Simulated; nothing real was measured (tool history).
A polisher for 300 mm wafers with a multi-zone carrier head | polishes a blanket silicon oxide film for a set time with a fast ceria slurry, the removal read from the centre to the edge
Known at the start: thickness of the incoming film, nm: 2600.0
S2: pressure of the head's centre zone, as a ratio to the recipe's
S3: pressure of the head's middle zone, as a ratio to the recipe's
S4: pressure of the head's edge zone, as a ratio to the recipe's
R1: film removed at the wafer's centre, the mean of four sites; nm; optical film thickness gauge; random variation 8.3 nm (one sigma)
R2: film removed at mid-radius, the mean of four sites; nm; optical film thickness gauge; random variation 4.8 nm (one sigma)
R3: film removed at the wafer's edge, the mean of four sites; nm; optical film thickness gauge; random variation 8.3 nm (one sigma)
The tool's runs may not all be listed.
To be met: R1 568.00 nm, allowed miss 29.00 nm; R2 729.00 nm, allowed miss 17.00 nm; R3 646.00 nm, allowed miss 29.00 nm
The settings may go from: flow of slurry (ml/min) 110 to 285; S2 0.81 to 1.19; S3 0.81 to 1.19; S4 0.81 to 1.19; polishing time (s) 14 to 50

Run 1, hour 0.0: flow of slurry (ml/min) 180, S2 1.00, S3 1.00, S4 1.00, polishing time (s) 32. Result: R1 576.17 nm, R2 602.47 nm, R3 568.50 nm.
Run 2, hour 1.3: flow of slurry (ml/min) 190, S2 0.99, S3 1.02, S4 1.02, polishing time (s) 32. Result: R1 585.54 nm, R2 616.96 nm, R3 574.63 nm.
Run 3, hour 3.4: flow of slurry (ml/min) 195, S2 0.97, S3 1.04, S4 1.04, polishing time (s) 32. Result: R1 570.53 nm, R2 631.09 nm, R3 581.92 nm.
Run 4, hour 6.5: flow of slurry (ml/min) 195, S2 0.97, S3 1.04, S4 1.01, polishing time (s) 32. Result: R1 573.42 nm, R2 625.54 nm, R3 597.99 nm.
Run 5, hour 10.3: flow of slurry (ml/min) 200, S2 0.96, S3 1.06, S4 1.03, polishing time (s) 32. Result: R1 577.51 nm, R2 636.91 nm, R3 600.54 nm.
Run 6, hour 11.9: flow of slurry (ml/min) 230, S2 0.96, S3 1.06, S4 1.03, polishing time (s) 32. Result: R1 581.80 nm, R2 647.74 nm, R3 589.21 nm.
Run 7, hour 12.7: flow of slurry (ml/min) 230, S2 0.95, S3 1.08, S4 1.03, polishing time (s) 32. Result: R1 564.05 nm, R2 664.75 nm, R3 603.74 nm.
Run 8, hour 17.6: flow of slurry (ml/min) 230, S2 0.95, S3 1.09, S4 1.03, polishing time (s) 32. Result: R1 579.06 nm, R2 667.01 nm, R3 588.44 nm.
Run 9, hour 20.5: flow of slurry (ml/min) 230, S2 0.94, S3 1.10, S4 1.04, polishing time (s) 32. Result: R1 568.70 nm, R2 671.66 nm, R3 612.33 nm.
Run 10, hour 28.8: flow of slurry (ml/min) 230, S2 0.94, S3 1.11, S4 1.04, polishing time (s) 32. Result: R1 577.25 nm, R2 678.39 nm, R3 598.29 nm.
Run 11, hour 34.3: flow of slurry (ml/min) 230, S2 0.93, S3 1.12, S4 1.05, polishing time (s) 32. Result: R1 577.17 nm, R2 686.59 nm, R3 593.60 nm.
Run 12, hour 40.8: flow of slurry (ml/min) 235, S2 0.92, S3 1.12, S4 1.05, polishing time (s) 32. Result: R1 547.43 nm, R2 686.63 nm, R3 603.36 nm.
Run 13, hour 49.6: flow of slurry (ml/min) 235, S2 0.92, S3 1.12, S4 1.06, polishing time (s) 32. Result: R1 543.00 nm, R2 684.19 nm, R3 596.79 nm.

Which of these 4 next moves meets every target?
Run A, hour 58.4: flow of slurry (ml/min) 225, S2 0.88, S3 1.13, S4 1.08, polishing time (s) 34. Result: R1 ?, R2 ?, R3 ?.
Run B, hour 58.4: flow of slurry (ml/min) 265, S2 0.82, S3 1.00, S4 1.07, polishing time (s) 33. Result: R1 ?, R2 ?, R3 ?.
Run C, hour 58.4: flow of slurry (ml/min) 195, S2 0.89, S3 0.99, S4 0.91, polishing time (s) 35. Result: R1 ?, R2 ?, R3 ?.
Run D, hour 58.4: flow of slurry (ml/min) 245, S2 0.89, S3 1.06, S4 1.07, polishing time (s) 31. Result: R1 ?, R2 ?, R3 ?.

move      R1      R2      R3
   A  558.80  726.33  661.35
   B  515.88  651.70  649.60
   C  568.21  658.49  618.63
   D  521.29  635.48  605.59
A: meets every target
B: further off than the last run
C: further off than the last run
D: further off than the last run
The right move is A.
